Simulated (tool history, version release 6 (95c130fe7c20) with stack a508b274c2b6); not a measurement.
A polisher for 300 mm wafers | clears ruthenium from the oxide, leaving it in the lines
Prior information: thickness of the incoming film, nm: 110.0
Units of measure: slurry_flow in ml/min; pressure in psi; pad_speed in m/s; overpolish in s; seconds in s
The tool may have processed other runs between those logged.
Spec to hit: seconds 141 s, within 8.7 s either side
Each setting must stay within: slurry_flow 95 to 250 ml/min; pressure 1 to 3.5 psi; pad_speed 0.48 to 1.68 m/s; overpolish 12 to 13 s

Run 1, day 0: slurry_flow 160 ml/min, pressure 2.2 psi, pad_speed 1.08 m/s, overpolish 12 s. Result: seconds 86.243 s.
Run 2, day 0.117: slurry_flow 160 ml/min, pressure 1.9 psi, pad_speed 1.06 m/s, overpolish 12 s. Result: seconds 98.011 s.
Run 3, day 0.192: slurry_flow 160 ml/min, pressure 1.9 psi, pad_speed 1.06 m/s, overpolish 12 s. Result: seconds 100.42 s.
Run 4, day 0.475: slurry_flow 160 ml/min, pressure 1.7 psi, pad_speed 1.04 m/s, overpolish 12 s. Result: seconds 111.43 s.
Run 5, day 0.575: slurry_flow 160 ml/min, pressure 1.7 psi, pad_speed 1.28 m/s, overpolish 12 s. Result: seconds 93.767 s.
Run 6, day 0.617: slurry_flow 160 ml/min, pressure 1.5 psi, pad_speed 1.24 m/s, overpolish 12 s. Result: seconds 113.84 s.
Run 7, day 0.971: slurry_flow 160 ml/min, pressure 1.4 psi, pad_speed 1.24 m/s, overpolish 12 s. Result: seconds 115.92 s.
Run 8, day 1.133: slurry_flow 160 ml/min, pressure 1.3 psi, pad_speed 1.24 m/s, overpolish 12 s. Result: seconds 128.91 s.

Which single option among these 4 for the next run brings every result within its allowed miss of target? Just one does.
Run A, day 1.296: slurry_flow 150 ml/min, pressure 1.3 psi, pad_speed 1.32 m/s, overpolish 12 s. Result: seconds ?.
Run B, day 1.296: slurry_flow 165 ml/min, pressure 1 psi, pad_speed 1.42 m/s, overpolish 13 s. Result: seconds ?.
Run C, day 1.296: slurry_flow 130 ml/min, pressure 1.4 psi, pad_speed 1.34 m/s, overpolish 12 s. Result: seconds ?.
Run D, day 1.296: slurry_flow 155 ml/min, pressure 1.2 psi, pad_speed 1.5 m/s, overpolish 13 s. Result: seconds ?.

move  seconds
   A    119.7
   B   142.56
   C   112.13
   D   115.46
A: misses by more than the last run did
B: in spec on every target
C: misses by more than the last run did
D: misses by more than the last run did
B meets every target.

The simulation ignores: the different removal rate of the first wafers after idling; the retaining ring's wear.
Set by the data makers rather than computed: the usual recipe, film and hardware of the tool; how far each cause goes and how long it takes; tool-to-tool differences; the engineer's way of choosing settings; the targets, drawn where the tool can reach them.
